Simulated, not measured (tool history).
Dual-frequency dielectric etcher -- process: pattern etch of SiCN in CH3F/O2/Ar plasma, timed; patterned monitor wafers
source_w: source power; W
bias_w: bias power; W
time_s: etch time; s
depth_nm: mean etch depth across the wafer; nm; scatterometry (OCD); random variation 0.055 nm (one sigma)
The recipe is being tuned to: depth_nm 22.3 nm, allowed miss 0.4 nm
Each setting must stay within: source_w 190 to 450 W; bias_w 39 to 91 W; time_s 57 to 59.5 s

run,hour,source_w,bias_w,time_s,depth_nm
1,0,320,65,57,19.018
2,6.8,350,65,57,19.388
3,14.4,360,67,57,19.731
4,18.6,370,68,57,20.025
5,22.2,340,68,57,19.595
6,30.3,350,69,57,19.811
7,35.1,360,70,57,19.958
8,37.8,360,70,57,20.07
# hour 43.2: wet clean of the chamber
9,43.2,370,71,57,20.978
10,45.9,380,71,57,21.06
11,49.7,400,72,57,21.377
12,50.6,420,73,57,21.739

Below are 5 possible settings for the next run. Only one of them brings all results inside the allowed miss of their targets. Which is it?
A,51.5,410,69,58,?
B,51.5,400,86,59,?
C,51.5,380,78,58.5,?
D,51.5,380,87,58,?
E,51.5,350,86,59.5,?

move,depth_nm
A,21.597
B,23.539
C,22.291
D,22.954
E,23.011
A: further off than the last run
B: moves the result that the last run missed by most past its target, out the other side
C: in spec on every target
D: moves the result that the last run missed by most past its target, out the other side
E: moves the result that the last run missed by most past its target, out the other side
Move C is the one to make.

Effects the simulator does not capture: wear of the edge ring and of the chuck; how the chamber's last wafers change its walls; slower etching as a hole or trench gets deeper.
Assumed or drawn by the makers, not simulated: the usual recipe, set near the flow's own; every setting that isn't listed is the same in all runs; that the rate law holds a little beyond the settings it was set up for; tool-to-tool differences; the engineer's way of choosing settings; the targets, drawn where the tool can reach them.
